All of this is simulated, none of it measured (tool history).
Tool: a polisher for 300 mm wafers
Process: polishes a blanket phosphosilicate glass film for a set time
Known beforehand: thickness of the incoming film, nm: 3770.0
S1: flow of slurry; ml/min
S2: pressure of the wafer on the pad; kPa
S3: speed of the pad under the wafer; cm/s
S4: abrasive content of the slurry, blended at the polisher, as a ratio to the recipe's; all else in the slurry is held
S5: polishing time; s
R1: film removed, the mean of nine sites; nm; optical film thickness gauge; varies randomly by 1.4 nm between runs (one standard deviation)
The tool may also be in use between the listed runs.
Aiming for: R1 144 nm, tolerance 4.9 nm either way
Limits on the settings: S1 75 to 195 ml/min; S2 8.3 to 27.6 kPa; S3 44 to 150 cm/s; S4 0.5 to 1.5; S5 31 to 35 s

run 1 hour=0 | S1=125 S2=17.9 S3=96 S4=1 S5=35 | R1=270.14
run 2 hour=8.4 | S1=120 S2=15.2 S3=94 S4=1 S5=35 | R1=225.95
run 3 hour=13.2 | S1=115 S2=13.1 S3=92 S4=1 S5=35 | R1=188.34
run 4 hour=18.9 | S1=115 S2=15.9 S3=92 S4=1 S5=35 | R1=228.29
run 5 hour=25.3 | S1=115 S2=15.9 S3=92 S4=1 S5=35 | R1=227.21
run 6 hour=29.5 | S1=115 S2=14.5 S3=92 S4=1 S5=35 | R1=210.22
run 7 hour=31.1 | S1=110 S2=12.4 S3=92 S4=1 S5=35 | R1=177.97
run 8 hour=33.2 | S1=105 S2=11.7 S3=92 S4=1 S5=35 | R1=165.32
run 9 hour=36.7 | S1=100 S2=11.7 S3=92 S4=1 S5=35 | R1=166.7
run 10 hour=39.2 | S1=95 S2=11 S3=92 S4=1 S5=35 | R1=153.33
run 11 hour=40.1 | S1=90 S2=11 S3=92 S4=1 S5=35 | R1=147.7

Exactly one of the 4 candidate moves below puts every result within its allowed miss. Which one?
run A hour=41 | S1=100 S2=11 S3=94 S4=0.95 S5=35 | R1=?
run B hour=41 | S1=85 S2=9.7 S3=110 S4=1.1 S5=35 | R1=?
run C hour=41 | S1=100 S2=9 S3=100 S4=1 S5=34 | R1=?
run D hour=41 | S1=95 S2=12.4 S3=96 S4=0.8 S5=31 | R1=?

move=A R1=154.66
move=B R1=156.99
move=C R1=132.58
move=D R1=142.28
A: further off than the last run
B: further off than the last run
C: moves the result that the last run missed by most past its target, out the other side
D: each result inside its tolerance
D meets every target.
